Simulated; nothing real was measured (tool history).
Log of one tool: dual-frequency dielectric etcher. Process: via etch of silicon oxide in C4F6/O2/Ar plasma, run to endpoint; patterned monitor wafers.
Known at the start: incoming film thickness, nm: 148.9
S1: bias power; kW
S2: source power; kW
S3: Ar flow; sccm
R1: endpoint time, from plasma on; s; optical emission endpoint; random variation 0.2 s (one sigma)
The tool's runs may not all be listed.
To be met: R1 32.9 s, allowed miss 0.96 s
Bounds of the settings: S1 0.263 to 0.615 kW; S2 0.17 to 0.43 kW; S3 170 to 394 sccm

run,day,S1,S2,S3,R1
1,0,0.439,0.3,282,40.085
2,0.162,0.378,0.3,282,43.36
3,0.508,0.404,0.31,281,41.52
4,0.683,0.427,0.31,280,40.421
5,0.833,0.447,0.31,279,39.46
6,0.992,0.447,0.31,248,39.066
7,1.133,0.464,0.31,247,38.492
8,1.508,0.48,0.31,246,37.535
9,1.825,0.493,0.31,245,37.332
10,2.175,0.506,0.31,244,37.033
# day 2.504: source power generator calibrated
11,2.504,0.518,0.31,243,36.206
12,2.783,0.528,0.31,243,36.203
13,3.092,0.537,0.31,242,35.977
14,3.458,0.545,0.31,241,35.827
15,3.483,0.552,0.31,240,34.933

5 next moves are on the table. One of them brings every result within its allowed miss. Which?
A,3.508,0.615,0.34,273,?
B,3.508,0.473,0.37,318,?
C,3.508,0.569,0.31,293,?
D,3.508,0.459,0.31,204,?
E,3.508,0.551,0.27,225,?

move,R1
A,32.858
B,35.753
C,35.5
D,37.099
E,37.037
A: meets every target
B: further off than the last run
C: further off than the last run
D: further off than the last run
E: further off than the last run
The right move is A.
